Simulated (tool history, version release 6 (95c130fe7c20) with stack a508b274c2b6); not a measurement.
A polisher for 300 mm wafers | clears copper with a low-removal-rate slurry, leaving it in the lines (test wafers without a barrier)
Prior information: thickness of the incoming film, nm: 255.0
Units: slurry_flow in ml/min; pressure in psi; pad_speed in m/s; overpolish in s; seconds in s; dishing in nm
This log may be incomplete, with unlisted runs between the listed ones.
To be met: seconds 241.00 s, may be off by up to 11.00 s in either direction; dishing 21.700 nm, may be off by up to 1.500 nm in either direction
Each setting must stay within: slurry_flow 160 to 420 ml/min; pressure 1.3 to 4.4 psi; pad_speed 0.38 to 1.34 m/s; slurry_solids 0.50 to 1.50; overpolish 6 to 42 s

run	hour	slurry_flow	pressure	pad_speed	slurry_solids	overpolish	seconds	dishing
1	0.0	270	2.8	0.86	1.00	21	120.01	25.485
2	7.4	270	2.8	0.86	1.10	21	122.40	26.194
3	10.8	270	2.8	0.86	1.10	25	122.57	29.038
4	18.6	270	2.5	0.84	1.10	26	138.94	26.864
5	19.2	270	2.2	0.82	1.10	28	161.61	26.097
6	24.7	270	2.0	0.80	1.10	29	183.05	24.568
7	33.3	270	1.9	0.80	1.10	30	191.07	23.979
8	36.0	270	1.3	0.78	1.10	33	277.04	19.556
9	44.6	270	1.4	0.78	1.10	33	259.01	20.421
10	52.2	270	1.4	0.78	1.10	33	262.59	20.204

Which one of the following 5 next-run settings gets every result inside its allowed miss? There is exactly one.
A	59.8	240	1.6	0.56	1.15	38	?	?
B	59.8	290	1.7	0.66	1.40	33	?	?
C	59.8	275	1.3	0.76	1.05	32	?	?
D	59.8	245	1.8	0.64	1.10	28	?	?
E	59.8	380	1.3	0.82	0.80	30	?	?

move	seconds	dishing
A	314.68	19.739
B	241.54	21.654
C	284.40	18.514
D	248.42	18.863
E	265.41	18.577
A: misses by more than the last run did
B: each result inside its tolerance
C: misses by more than the last run did
D: corrects the largest miss of the last run, while another result sits out of spec
E: misses by more than the last run did
Answer: B
